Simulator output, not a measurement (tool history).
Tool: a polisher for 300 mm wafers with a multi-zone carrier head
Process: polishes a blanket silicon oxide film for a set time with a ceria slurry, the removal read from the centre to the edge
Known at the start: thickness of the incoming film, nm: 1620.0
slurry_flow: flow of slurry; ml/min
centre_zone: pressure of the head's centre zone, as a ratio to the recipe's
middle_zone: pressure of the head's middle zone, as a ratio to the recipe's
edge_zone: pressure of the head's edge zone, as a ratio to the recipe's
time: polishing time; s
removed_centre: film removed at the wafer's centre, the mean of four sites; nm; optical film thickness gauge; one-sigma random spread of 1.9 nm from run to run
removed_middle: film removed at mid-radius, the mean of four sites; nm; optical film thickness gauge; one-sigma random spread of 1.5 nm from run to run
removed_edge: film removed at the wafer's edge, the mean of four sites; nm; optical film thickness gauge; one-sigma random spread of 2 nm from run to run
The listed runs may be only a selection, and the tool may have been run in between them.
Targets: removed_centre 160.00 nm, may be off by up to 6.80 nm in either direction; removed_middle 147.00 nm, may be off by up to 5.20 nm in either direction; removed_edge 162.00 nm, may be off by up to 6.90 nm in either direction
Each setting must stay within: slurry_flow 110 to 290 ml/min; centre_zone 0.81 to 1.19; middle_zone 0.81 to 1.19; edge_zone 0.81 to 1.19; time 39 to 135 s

run 1 hour=0.0 | slurry_flow=185 centre_zone=1.00 middle_zone=1.00 edge_zone=1.00 time=87 | removed_centre=208.65 removed_middle=202.28 removed_edge=203.42
run 2 hour=2.3 | slurry_flow=185 centre_zone=1.00 middle_zone=0.96 edge_zone=1.00 time=87 | removed_centre=208.52 removed_middle=191.29 removed_edge=202.58
run 3 hour=10.7 | slurry_flow=180 centre_zone=0.99 middle_zone=0.95 edge_zone=0.98 time=85 | removed_centre=200.63 removed_middle=186.34 removed_edge=193.49
run 4 hour=16.2 | slurry_flow=180 centre_zone=0.99 middle_zone=1.01 edge_zone=0.98 time=85 | removed_centre=202.15 removed_middle=197.25 removed_edge=192.76
run 5 hour=21.9 | slurry_flow=175 centre_zone=0.98 middle_zone=0.98 edge_zone=0.97 time=84 | removed_centre=198.38 removed_middle=187.04 removed_edge=193.12
run 6 hour=27.7 | slurry_flow=175 centre_zone=0.98 middle_zone=0.90 edge_zone=0.97 time=84 | removed_centre=198.33 removed_middle=172.86 removed_edge=192.75
run 7 hour=34.0 | slurry_flow=175 centre_zone=0.97 middle_zone=0.90 edge_zone=0.96 time=82 | removed_centre=190.87 removed_middle=168.38 removed_edge=186.17
run 8 hour=37.3 | slurry_flow=175 centre_zone=0.97 middle_zone=0.90 edge_zone=0.96 time=82 | removed_centre=193.78 removed_middle=169.55 removed_edge=185.41
run 9 hour=37.9 | slurry_flow=170 centre_zone=0.95 middle_zone=0.89 edge_zone=0.95 time=81 | removed_centre=183.10 removed_middle=163.13 removed_edge=177.67
run 10 hour=41.8 | slurry_flow=165 centre_zone=0.94 middle_zone=0.88 edge_zone=0.95 time=81 | removed_centre=181.88 removed_middle=163.02 removed_edge=183.28
run 11 hour=44.8 | slurry_flow=165 centre_zone=0.93 middle_zone=0.88 edge_zone=0.94 time=80 | removed_centre=177.37 removed_middle=162.53 removed_edge=180.96
run 12 hour=45.7 | slurry_flow=140 centre_zone=0.91 middle_zone=0.84 edge_zone=0.85 time=74 | removed_centre=155.65 removed_middle=139.16 removed_edge=156.74
run 13 hour=54.2 | slurry_flow=145 centre_zone=0.91 middle_zone=0.84 edge_zone=0.85 time=74 | removed_centre=157.92 removed_middle=137.90 removed_edge=156.22
run 14 hour=62.2 | slurry_flow=145 centre_zone=0.91 middle_zone=0.85 edge_zone=0.85 time=74 | removed_centre=156.73 removed_middle=141.32 removed_edge=155.33
run 15 hour=70.1 | slurry_flow=145 centre_zone=0.91 middle_zone=0.85 edge_zone=0.86 time=74 | removed_centre=156.29 removed_middle=139.95 removed_edge=158.55

Pick the move, out of 5, that brings all results within their allowed miss; only one does.
run A hour=78.0 | slurry_flow=130 centre_zone=0.81 middle_zone=0.85 edge_zone=0.84 time=78 | removed_centre=? removed_middle=? removed_edge=?
run B hour=78.0 | slurry_flow=135 centre_zone=0.97 middle_zone=0.81 edge_zone=0.81 time=74 | removed_centre=? removed_middle=? removed_edge=?
run C hour=78.0 | slurry_flow=140 centre_zone=0.99 middle_zone=0.81 edge_zone=0.81 time=70 | removed_centre=? removed_middle=? removed_edge=?
run D hour=78.0 | slurry_flow=115 centre_zone=0.95 middle_zone=0.81 edge_zone=0.89 time=79 | removed_centre=? removed_middle=? removed_edge=?
run E hour=78.0 | slurry_flow=120 centre_zone=0.90 middle_zone=0.85 edge_zone=0.83 time=80 | removed_centre=? removed_middle=? removed_edge=?

move=A removed_centre=146.33 removed_middle=143.87 removed_edge=160.23
move=B removed_centre=158.77 removed_middle=132.41 removed_edge=150.89
move=C removed_centre=153.91 removed_middle=126.37 removed_edge=143.64
move=D removed_centre=158.80 removed_middle=135.21 removed_edge=162.37
move=E removed_centre=157.19 removed_middle=144.29 removed_edge=161.04
A: meets the target for the result that was furthest off, but another lies outside its allowed miss
B: misses by more than the last run did
C: misses by more than the last run did
D: misses by more than the last run did
E: in spec on every target
The right move is E.
